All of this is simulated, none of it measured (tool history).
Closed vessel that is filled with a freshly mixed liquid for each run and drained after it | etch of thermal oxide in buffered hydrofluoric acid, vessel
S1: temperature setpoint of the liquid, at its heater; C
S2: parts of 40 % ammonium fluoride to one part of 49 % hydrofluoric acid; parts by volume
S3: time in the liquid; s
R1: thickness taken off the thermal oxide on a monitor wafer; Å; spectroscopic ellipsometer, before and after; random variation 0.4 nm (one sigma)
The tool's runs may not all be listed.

run	hour	S1	S2	S3	R1
1	0	24	10	95	1171.6
2	3.6	24	10	100	1248.8
3	5.1	24	8	100	1507
4	8.3	24	6	100	1986.2
5	13.1	22.5	7	100	1593.7
6	17.1	22.5	7	100	1603.3
7	23.7	21.5	8	100	1307.1

Run 8 comes next. What will it give?
# hour 26.8: thermometer replaced
8	26.8	20.5	8.5	100	?

R1: 1056.7 Å
